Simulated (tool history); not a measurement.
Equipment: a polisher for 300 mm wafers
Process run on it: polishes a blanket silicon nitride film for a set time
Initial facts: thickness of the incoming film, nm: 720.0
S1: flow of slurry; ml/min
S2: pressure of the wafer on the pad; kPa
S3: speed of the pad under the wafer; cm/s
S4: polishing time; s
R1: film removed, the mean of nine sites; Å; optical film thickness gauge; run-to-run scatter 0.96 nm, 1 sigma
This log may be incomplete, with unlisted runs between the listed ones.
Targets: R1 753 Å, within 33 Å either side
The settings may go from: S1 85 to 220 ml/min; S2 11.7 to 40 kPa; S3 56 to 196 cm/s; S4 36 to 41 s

run  hour   S1    S2   S3  S4      R1
  1     0  140  25.5  126  41  928.18
  2   1.9  140  25.5  126  36  815.39
  3   7.9  170  25.5  126  36  828.31
  4  13.1  170  25.5  126  41  952.88
  5  16.4  185  25.5  126  41  966.24
  6  22.1  185  25.5  158  41  1173.8
  7  26.2  180  22.1  156  41  989.83
  8    27  175    20  156  41  908.67
  9  35.2  170  18.6  156  41  847.56
 10  38.9  165  17.9  156  41   814.1
 11    44  150  15.9  156  41  711.21
 12  49.8  155  15.9  156  41  709.87
 13  58.3  160  15.9  156  41   711.5

Which one of the following 5 next-run settings gets every result inside its allowed miss? There is exactly one.
  A  66.8  185  15.9  142  40   ?
  B  66.8  195  14.5  172  37   ?
  C  66.8  170  15.9  144  41   ?
  D  66.8  190  19.3  136  39   ?
  E  66.8  180  18.6  122  41   ?

move      R1
   A  653.17
   B  650.07
   C  669.91
   D  745.03
   E  688.84
A: lands further from the targets than the last run did
B: lands further from the targets than the last run did
C: lands further from the targets than the last run did
D: hits every target within its allowed miss
E: lands further from the targets than the last run did
Answer: D

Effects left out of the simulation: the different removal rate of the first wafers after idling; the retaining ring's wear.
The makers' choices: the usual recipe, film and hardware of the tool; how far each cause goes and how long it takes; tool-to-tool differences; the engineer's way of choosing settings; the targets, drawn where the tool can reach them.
